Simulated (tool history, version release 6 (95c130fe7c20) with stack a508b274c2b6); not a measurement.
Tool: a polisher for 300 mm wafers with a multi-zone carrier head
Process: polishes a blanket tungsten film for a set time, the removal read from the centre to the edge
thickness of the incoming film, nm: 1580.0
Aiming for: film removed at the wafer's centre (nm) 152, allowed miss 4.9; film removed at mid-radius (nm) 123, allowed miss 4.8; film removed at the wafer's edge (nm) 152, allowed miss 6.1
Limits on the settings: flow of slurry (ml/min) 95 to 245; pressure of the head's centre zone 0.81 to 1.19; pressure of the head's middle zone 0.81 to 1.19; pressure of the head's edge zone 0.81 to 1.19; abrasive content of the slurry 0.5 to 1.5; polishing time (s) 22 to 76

run,hour,flow of slurry (ml/min),pressure of the head's centre zone,pressure of the head's middle zone,pressure of the head's edge zone,abrasive content of the slurry,polishing time (s),film removed at the wafer's centre (nm),film removed at mid-radius (nm),film removed at the wafer's edge (nm)
1,0,155,1,1,1,1,49,282.11,277.82,283.4
2,6.6,145,1.01,0.95,1,0.85,42,234.68,215.74,235.97
3,7.2,140,1.01,0.92,0.98,0.75,38,204.89,187.34,208.75
4,7.8,140,1.01,0.92,0.95,0.75,38,207.16,185.18,200.27
5,16.1,130,1.01,0.89,0.95,0.7,35,182.03,162.65,183.77
6,23.8,130,1.01,0.89,0.95,0.7,46,239.96,217.18,233.75
7,30.2,130,1.02,0.87,0.95,0.65,40,202.45,178.77,204.38
8,32.8,130,1.03,0.85,0.94,0.6,37,189.47,160.71,190.45
9,40.3,130,1.03,0.84,0.93,0.55,35,175.66,148.59,174.36
10,41.1,95,1.05,0.81,0.97,0.5,29,135.65,111.32,137.49
11,45.2,105,1.05,0.81,0.97,0.5,29,140.66,114.83,137.9
12,50.2,110,1.04,0.81,0.98,0.55,29,140.2,114.44,142.02
13,54.7,155,1.07,0.85,1.01,0.6,29,159.74,127.66,151.78

Consider the 4 candidate settings below. Which is the only one whose results all fall within their allowed miss of target?
A,59.2,160,1.05,0.81,1.02,0.75,29,?,?,?
B,59.2,110,1.15,0.96,1.14,0.8,28,?,?,?
C,59.2,145,1.16,0.93,1,0.5,30,?,?,?
D,59.2,150,1.01,0.81,0.98,0.6,29,?,?,?

move,film removed at the wafer's centre (nm),film removed at mid-radius (nm),film removed at the wafer's edge (nm)
A,165.16,130.6,163.16
B,161.06,137.58,160.76
C,167.87,137.82,152.67
D,151.73,123.76,152.06
A: further off than the last run
B: further off than the last run
C: further off than the last run
D: each result inside its tolerance
Answer: D
